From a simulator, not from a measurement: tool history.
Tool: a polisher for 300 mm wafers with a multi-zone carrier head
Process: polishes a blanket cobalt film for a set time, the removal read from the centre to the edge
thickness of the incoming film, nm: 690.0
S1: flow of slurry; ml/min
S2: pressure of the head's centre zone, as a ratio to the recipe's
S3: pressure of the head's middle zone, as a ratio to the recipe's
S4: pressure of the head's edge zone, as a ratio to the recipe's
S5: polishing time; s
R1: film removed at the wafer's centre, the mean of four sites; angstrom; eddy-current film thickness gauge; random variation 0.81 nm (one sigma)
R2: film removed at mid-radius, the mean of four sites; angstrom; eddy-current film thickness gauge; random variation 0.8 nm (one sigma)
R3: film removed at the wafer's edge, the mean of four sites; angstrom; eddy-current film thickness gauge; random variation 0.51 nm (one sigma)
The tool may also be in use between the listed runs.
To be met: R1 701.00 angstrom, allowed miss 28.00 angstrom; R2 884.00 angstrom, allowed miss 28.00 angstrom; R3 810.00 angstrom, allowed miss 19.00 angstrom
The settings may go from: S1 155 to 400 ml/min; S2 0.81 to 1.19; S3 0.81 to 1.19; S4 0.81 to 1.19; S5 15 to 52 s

| run | hour | S1 | S2 | S3 | S4 | S5 | R1 | R2 | R3 |
|---|---|---|---|---|---|---|---|---|---|
| 1 | 0.0 | 255 | 1.00 | 1.00 | 1.00 | 33 | 1293.70 | 1312.50 | 1309.10 |
| 2 | 3.7 | 255 | 1.00 | 1.00 | 0.95 | 33 | 1311.20 | 1293.80 | 1281.30 |
| 3 | 9.0 | 255 | 1.00 | 1.00 | 0.95 | 24 | 956.01 | 946.33 | 922.91 |
| 4 | 16.0 | 255 | 1.00 | 1.00 | 1.00 | 24 | 933.73 | 964.35 | 945.35 |
| 5 | 24.6 | 255 | 1.00 | 1.00 | 1.00 | 19 | 748.01 | 763.32 | 748.96 |
| 6 | 26.4 | 270 | 0.97 | 1.03 | 1.02 | 19 | 740.14 | 777.87 | 761.48 |
| 7 | 32.9 | 250 | 0.95 | 1.07 | 1.04 | 20 | 760.96 | 847.52 | 807.90 |
| 8 | 39.3 | 245 | 0.92 | 1.09 | 1.05 | 20 | 733.37 | 855.07 | 801.27 |

Which of these 5 next moves meets every target?
| A | 45.7 | 275 | 1.00 | 1.06 | 1.01 | 20 | ? | ? | ? |
| B | 45.7 | 275 | 0.93 | 1.00 | 0.97 | 20 | ? | ? | ? |
| C | 45.7 | 290 | 0.97 | 1.13 | 1.06 | 20 | ? | ? | ? |
| D | 45.7 | 280 | 0.95 | 0.95 | 1.05 | 21 | ? | ? | ? |
| E | 45.7 | 345 | 0.85 | 1.11 | 1.04 | 20 | ? | ? | ? |

| move | R1 | R2 | R3 |
|---|---|---|---|
| A | 800.16 | 844.67 | 797.80 |
| B | 748.46 | 804.26 | 783.08 |
| C | 782.10 | 895.94 | 818.75 |
| D | 802.27 | 809.80 | 855.95 |
| E | 703.38 | 894.20 | 819.23 |
A: further off than the last run
B: further off than the last run
C: further off than the last run
D: further off than the last run
E: meets every target
The right move is E.

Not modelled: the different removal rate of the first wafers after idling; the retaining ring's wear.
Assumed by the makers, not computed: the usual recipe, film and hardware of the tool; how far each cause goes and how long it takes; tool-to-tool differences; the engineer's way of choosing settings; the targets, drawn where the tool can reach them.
